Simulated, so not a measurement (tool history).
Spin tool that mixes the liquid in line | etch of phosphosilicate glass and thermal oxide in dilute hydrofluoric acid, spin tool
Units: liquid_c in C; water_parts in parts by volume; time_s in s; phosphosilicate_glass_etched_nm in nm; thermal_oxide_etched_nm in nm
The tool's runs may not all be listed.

run	hour	liquid_c	water_parts	time_s	phosphosilicate_glass_etched_nm	thermal_oxide_etched_nm
1	0.0	25.0	40	30	77.504	4.3273
2	1.1	27.5	40	30	88.600	4.8238
3	7.4	30.0	40	30	95.380	5.3607
4	15.5	28.5	40	30	90.254	4.9757
5	21.3	30.0	40	30	95.982	5.3198
6	23.2	31.0	40	30	100.910	5.5918

Run 7 comes next. What will it give?
7	31.3	31.5	40	30	?	?

Run 7 gave phosphosilicate_glass_etched_nm 102.850 nm, thermal_oxide_etched_nm 5.6023 nm.

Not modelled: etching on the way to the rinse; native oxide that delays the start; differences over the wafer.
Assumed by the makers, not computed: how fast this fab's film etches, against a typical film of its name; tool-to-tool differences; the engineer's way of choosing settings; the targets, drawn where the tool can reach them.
